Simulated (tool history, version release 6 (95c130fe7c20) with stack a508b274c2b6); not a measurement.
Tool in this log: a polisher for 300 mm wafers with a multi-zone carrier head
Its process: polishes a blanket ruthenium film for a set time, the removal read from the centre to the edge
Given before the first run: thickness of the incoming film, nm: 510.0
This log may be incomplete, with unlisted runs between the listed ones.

run  hour  flow of slurry (ml/min)  pressure of the head's centre zone  pressure of the head's middle zone  pressure of the head's edge zone  polishing time (s)  film removed at the wafer's centre (Å)  film removed at mid-radius (Å)  film removed at the wafer's edge (Å)
  1   0.0                      130                                1.00                                1.00                              1.00                  31                                  513.30                          517.07                                516.79
  2   9.0                      140                                1.02                                0.96                              1.06                  33                                  565.68                          532.85                                574.33
  3  12.1                      140                                1.02                                0.96                              1.06                  27                                  461.08                          436.35                                466.83
  4  13.2                      145                                1.03                                0.95                              1.10                  31                                  529.07                          499.10                                556.18
  5  17.8                      155                                1.06                                0.94                              1.13                  33                                  585.27                          529.34                                604.49
  6  24.3                      155                                1.06                                0.94                              1.06                  33                                  576.58                          529.83                                583.23

Run 7 comes next. What will it give?
  7  26.6                      160                                1.08                                0.93                              1.10                  35                                       ?                               ?                                     ?

film removed at the wafer's centre (Å): 628.90
film removed at mid-radius (Å): 560.94
film removed at the wafer's edge (Å): 636.48
